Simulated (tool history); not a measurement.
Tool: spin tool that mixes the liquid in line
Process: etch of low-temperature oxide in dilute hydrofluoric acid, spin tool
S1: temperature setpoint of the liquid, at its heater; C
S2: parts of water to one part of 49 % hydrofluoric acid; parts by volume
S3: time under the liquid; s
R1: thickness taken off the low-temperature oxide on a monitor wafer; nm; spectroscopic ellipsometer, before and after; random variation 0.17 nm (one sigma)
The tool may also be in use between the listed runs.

run 1 hour=0 | S1=25 S2=90 S3=55 | R1=22.088
run 2 hour=8.1 | S1=27.5 S2=85 S3=55 | R1=26.457
run 3 hour=11.5 | S1=29 S2=85 S3=55 | R1=27.845
run 4 hour=17.7 | S1=29 S2=105 S3=55 | R1=22.071
run 5 hour=21.3 | S1=29 S2=105 S3=60 | R1=23.918
run 6 hour=23.1 | S1=32 S2=105 S3=60 | R1=26.656
run 7 hour=25.8 | S1=32.5 S2=100 S3=60 | R1=28.641
run 8 hour=28.2 | S1=32.5 S2=95 S3=60 | R1=30.629
run 9 hour=29.6 | S1=32.5 S2=90 S3=60 | R1=32.292

Run 10 comes next. What will it give?
run 10 hour=35.7 | S1=33 S2=80 S3=60 | R1=?

Run 10 gave R1 37.878 nm.
